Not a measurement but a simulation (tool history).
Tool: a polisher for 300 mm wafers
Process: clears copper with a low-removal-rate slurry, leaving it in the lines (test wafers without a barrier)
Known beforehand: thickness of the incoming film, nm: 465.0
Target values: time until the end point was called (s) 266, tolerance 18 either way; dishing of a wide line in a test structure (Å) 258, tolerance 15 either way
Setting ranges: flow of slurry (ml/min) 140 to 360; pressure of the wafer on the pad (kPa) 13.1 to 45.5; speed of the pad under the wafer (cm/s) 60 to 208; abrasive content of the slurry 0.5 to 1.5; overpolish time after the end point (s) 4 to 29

run	day	flow of slurry (ml/min)	pressure of the wafer on the pad (kPa)	speed of the pad under the wafer (cm/s)	abrasive content of the slurry	overpolish time after the end point (s)	time until the end point was called (s)	dishing of a wide line in a test structure (Å)
1	0	230	29	134	1	15	112.72	434.09
2	0.217	230	24.1	120	1	16	145.53	368.64
3	0.521	230	20.7	110	1	17	183.58	317.42
4	0.85	230	20.7	94	1	17	213.84	282.88
5	0.888	230	18.6	94	1	18	233.69	274.78
# day 1.221: worn pad replaced by a new one
6	1.221	230	18.6	94	1	14	216.76	231.7
7	1.296	230	17.9	94	1	16	232.32	248.16
8	1.575	230	17.9	94	1	16	231.9	254.04
9	1.625	230	13.8	92	1	19	301.34	239.02
10	1.833	230	13.8	92	1	19	280.86	232

Below are 4 possible settings for the next run. Only one of them brings all results inside the allowed miss of their targets. Which is it?
A	2.042	250	16.5	82	1.05	19	?	?
B	2.042	245	15.2	94	0.9	22	?	?
C	2.042	195	15.9	96	1	15	?	?
D	2.042	255	17.2	82	1.05	21	?	?

move	time until the end point was called (s)	dishing of a wide line in a test structure (Å)
A	270	251.43
B	265.68	287.82
C	251.94	217.06
D	260.46	282.78
A: each result inside its tolerance
B: the result that was furthest off in the last run now lies on the other side of its target
C: moves away from the targets compared with the last run
D: the result that was furthest off in the last run now lies on the other side of its target
So the answer is move A, the one that meets all the targets.
